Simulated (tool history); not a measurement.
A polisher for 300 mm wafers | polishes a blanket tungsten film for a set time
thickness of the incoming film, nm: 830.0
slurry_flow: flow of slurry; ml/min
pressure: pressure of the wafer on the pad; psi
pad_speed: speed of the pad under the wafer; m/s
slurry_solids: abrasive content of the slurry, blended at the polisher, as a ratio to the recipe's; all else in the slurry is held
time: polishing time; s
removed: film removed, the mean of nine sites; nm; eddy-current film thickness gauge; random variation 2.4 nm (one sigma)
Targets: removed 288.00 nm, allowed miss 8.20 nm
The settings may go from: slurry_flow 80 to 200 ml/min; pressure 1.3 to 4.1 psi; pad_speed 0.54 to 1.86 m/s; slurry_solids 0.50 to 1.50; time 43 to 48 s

run,hour,slurry_flow,pressure,pad_speed,slurry_solids,time,removed
1,0.0,130,2.7,1.18,1.00,48,163.78
2,6.4,105,2.7,1.18,1.00,48,157.18
3,12.7,110,2.9,1.18,1.00,48,170.51
4,13.9,115,3.0,1.18,1.00,48,178.78
5,16.3,115,3.6,1.18,1.00,48,212.69
6,20.3,115,3.3,1.18,1.00,48,193.37
7,21.3,120,3.4,1.20,1.00,48,207.24
# hour 23.8: slurry blender recalibrated
8,23.8,125,3.5,1.20,1.00,48,224.64
9,32.0,130,3.5,1.20,1.00,48,222.98
10,35.7,135,3.5,1.20,1.00,48,225.47
11,41.1,170,4.1,1.20,1.00,48,275.49

Which of these 5 next moves meets every target?
A,46.5,175,3.9,1.38,0.90,43,?
B,46.5,170,4.0,1.30,0.95,43,?
C,46.5,170,4.1,1.24,1.05,46,?
D,46.5,165,3.9,1.30,1.05,44,?
E,46.5,180,3.6,1.38,1.15,48,?

move,removed
A,262.91
B,255.42
C,271.83
D,258.05
E,283.86
A: further off than the last run
B: further off than the last run
C: further off than the last run
D: further off than the last run
E: meets every target
Answer: E

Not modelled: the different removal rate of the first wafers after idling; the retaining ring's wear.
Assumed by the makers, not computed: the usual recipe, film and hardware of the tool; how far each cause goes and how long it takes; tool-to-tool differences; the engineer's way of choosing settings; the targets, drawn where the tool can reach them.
